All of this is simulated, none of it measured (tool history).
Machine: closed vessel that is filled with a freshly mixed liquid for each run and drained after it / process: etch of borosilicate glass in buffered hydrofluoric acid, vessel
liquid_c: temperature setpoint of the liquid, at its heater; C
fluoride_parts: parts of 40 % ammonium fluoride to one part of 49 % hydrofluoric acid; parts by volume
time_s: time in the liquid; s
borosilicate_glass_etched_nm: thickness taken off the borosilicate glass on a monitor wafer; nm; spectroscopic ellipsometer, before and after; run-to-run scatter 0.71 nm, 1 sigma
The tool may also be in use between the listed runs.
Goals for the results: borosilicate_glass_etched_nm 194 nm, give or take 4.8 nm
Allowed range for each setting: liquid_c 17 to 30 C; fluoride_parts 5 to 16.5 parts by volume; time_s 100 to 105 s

{"run": 1, "day": 0.0, "liquid_c": 22, "fluoride_parts": 10, "time_s": 100, "borosilicate_glass_etched_nm": 127.11}
{"run": 2, "day": 0.338, "liquid_c": 22, "fluoride_parts": 10, "time_s": 105, "borosilicate_glass_etched_nm": 134.25}
{"run": 3, "day": 0.496, "liquid_c": 23, "fluoride_parts": 10, "time_s": 105, "borosilicate_glass_etched_nm": 140.68}
{"run": 4, "day": 0.625, "liquid_c": 24, "fluoride_parts": 10, "time_s": 105, "borosilicate_glass_etched_nm": 148.81}
{"run": 5, "day": 0.788, "liquid_c": 24, "fluoride_parts": 10, "time_s": 100, "borosilicate_glass_etched_nm": 142.01}
{"run": 6, "day": 1.008, "liquid_c": 24.5, "fluoride_parts": 10, "time_s": 100, "borosilicate_glass_etched_nm": 145.33}
{"run": 7, "day": 1.171, "liquid_c": 25, "fluoride_parts": 10, "time_s": 100, "borosilicate_glass_etched_nm": 149.26}
{"run": 8, "day": 1.35, "liquid_c": 29, "fluoride_parts": 10, "time_s": 100, "borosilicate_glass_etched_nm": 184.28}
{"run": 9, "day": 1.5, "liquid_c": 29.5, "fluoride_parts": 10, "time_s": 100, "borosilicate_glass_etched_nm": 187.45}

4 candidate next runs follow, results not yet known. Just one meets every target within its allowed miss. Identify it.
{"run": "A", "day": 1.65, "liquid_c": 28.5, "fluoride_parts": 10.5, "time_s": 100, "borosilicate_glass_etched_nm": "?"}
{"run": "B", "day": 1.65, "liquid_c": 30, "fluoride_parts": 11, "time_s": 100, "borosilicate_glass_etched_nm": "?"}
{"run": "C", "day": 1.65, "liquid_c": 29, "fluoride_parts": 10, "time_s": 100, "borosilicate_glass_etched_nm": "?"}
{"run": "D", "day": 1.65, "liquid_c": 29, "fluoride_parts": 10, "time_s": 105, "borosilicate_glass_etched_nm": "?"}

move=A borosilicate_glass_etched_nm=169.8
move=B borosilicate_glass_etched_nm=175.33
move=C borosilicate_glass_etched_nm=182.84
move=D borosilicate_glass_etched_nm=191.98
A: misses by more than the last run did
B: misses by more than the last run did
C: misses by more than the last run did
D: hits every target within its allowed miss
The move that meets every target is D.
